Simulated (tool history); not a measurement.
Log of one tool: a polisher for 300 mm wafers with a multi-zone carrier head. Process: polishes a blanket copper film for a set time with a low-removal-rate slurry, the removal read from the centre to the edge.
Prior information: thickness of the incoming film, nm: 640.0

run,hour,flow of slurry (ml/min),pressure of the head's centre zone,pressure of the head's middle zone,pressure of the head's edge zone,abrasive content of the slurry,polishing time (s),film removed at the wafer's centre (nm),film removed at mid-radius (nm),film removed at the wafer's edge (nm)
1,0,260,1,1,1,1,69,218.68,215.54,214.21
2,5.7,260,1,1,0.96,1,69,213.04,218.29,207.6
3,6.4,260,1,1,0.96,0.85,69,206.05,204.3,197.28
4,12.2,260,1,1,0.99,0.9,69,204.8,210.86,205.03
5,17.9,260,1,1,0.99,1,69,211.06,212.25,215.95
6,19.3,260,1,1.07,0.99,1,69,209.4,226.16,215
7,25.8,265,1.01,1.07,1.01,1,69,214.06,226,214.86
8,33.9,265,1.01,1.06,1.03,1.05,69,224.57,225.91,220
9,40.3,265,1,1.05,1.05,1.1,69,214.99,228.91,224.04
10,47.7,290,1.1,0.95,1.15,1.25,73,265.54,237.32,260.16

Run 11 is up next; what results do you expect?
11,49.2,285,1.09,0.95,1.15,1.25,73,?,?,?

{"run 11": {"film removed at the wafer's centre (nm)": 263.24, "film removed at mid-radius (nm)": 231.31, "film removed at the wafer's edge (nm)": 263.93}}

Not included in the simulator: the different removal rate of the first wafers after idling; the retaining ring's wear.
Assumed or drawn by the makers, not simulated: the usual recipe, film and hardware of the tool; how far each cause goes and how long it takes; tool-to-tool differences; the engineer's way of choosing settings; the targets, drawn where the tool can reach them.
